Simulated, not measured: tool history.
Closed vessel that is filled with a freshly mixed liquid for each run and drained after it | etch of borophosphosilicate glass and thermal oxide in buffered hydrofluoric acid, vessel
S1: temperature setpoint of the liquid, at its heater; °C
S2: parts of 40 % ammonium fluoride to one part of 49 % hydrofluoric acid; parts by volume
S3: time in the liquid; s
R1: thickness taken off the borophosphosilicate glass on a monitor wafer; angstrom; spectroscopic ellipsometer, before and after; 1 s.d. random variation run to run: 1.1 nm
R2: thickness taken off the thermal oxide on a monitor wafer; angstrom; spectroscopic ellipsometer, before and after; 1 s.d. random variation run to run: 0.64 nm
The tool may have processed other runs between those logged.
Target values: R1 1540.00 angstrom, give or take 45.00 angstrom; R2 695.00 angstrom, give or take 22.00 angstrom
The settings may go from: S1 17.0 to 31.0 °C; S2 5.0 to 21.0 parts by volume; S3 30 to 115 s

run,hour,S1,S2,S3,R1,R2
1,0.0,23.0,13.0,60,1093.50,490.71
2,8.2,23.0,13.0,40,723.65,330.78
3,11.5,23.0,16.0,40,591.14,267.11
4,18.8,24.5,15.0,40,683.01,313.68
5,23.2,26.5,15.0,40,761.04,343.97
6,31.9,26.5,15.0,50,954.03,441.55
7,34.2,27.0,14.5,50,1008.20,458.89
8,37.9,27.0,14.5,50,1003.50,461.53
9,46.8,27.5,14.0,50,1084.90,493.66
10,50.1,28.0,13.5,50,1140.90,521.18
11,54.1,28.5,13.0,50,1222.20,545.27
12,56.6,29.0,13.0,50,1258.20,564.65
13,59.7,29.5,13.0,50,1286.80,587.94
14,66.4,29.5,13.0,50,1291.10,594.28
15,75.6,30.0,12.0,50,1410.30,654.15
16,82.8,30.5,12.0,50,1462.00,667.44

Consider the 4 candidate settings below. Which is the only one whose results all fall within their allowed miss of target?
A,90.0,29.5,10.5,45,?,?
B,90.0,17.0,5.0,45,?,?
C,90.0,19.5,5.0,40,?,?
D,90.0,24.0,8.5,55,?,?

move,R1,R2
A,1427.20,650.95
B,1444.20,644.08
C,1474.10,659.35
D,1556.50,706.48
A: the biggest miss grows against the last run
B: the biggest miss grows against the last run
C: gains on the last run, yet a result remains outside its allowed miss
D: each result inside its tolerance
Move D is the one to make.
